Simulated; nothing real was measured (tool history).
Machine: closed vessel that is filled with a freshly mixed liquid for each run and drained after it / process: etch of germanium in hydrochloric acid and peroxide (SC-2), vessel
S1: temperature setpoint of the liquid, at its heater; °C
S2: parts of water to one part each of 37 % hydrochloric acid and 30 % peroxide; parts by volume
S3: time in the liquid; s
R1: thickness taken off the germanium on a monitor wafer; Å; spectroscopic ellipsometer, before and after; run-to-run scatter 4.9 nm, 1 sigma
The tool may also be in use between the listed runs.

run,day,S1,S2,S3,R1
1,0.000,56.0,5.5,105,4202.8
2,0.142,56.0,4.0,105,4283.4
3,0.488,58.0,4.0,105,4502.1
4,0.621,64.5,4.0,105,5576.8
5,0.912,64.5,4.0,105,5519.0
6,1.271,67.5,4.0,105,6020.3
7,1.354,66.0,4.0,105,5668.3

Run 8, settings as shown, results not yet in. Your forecast:
8,1.458,65.0,4.0,105,?

Run 8 produced R1 5558.7 Å.
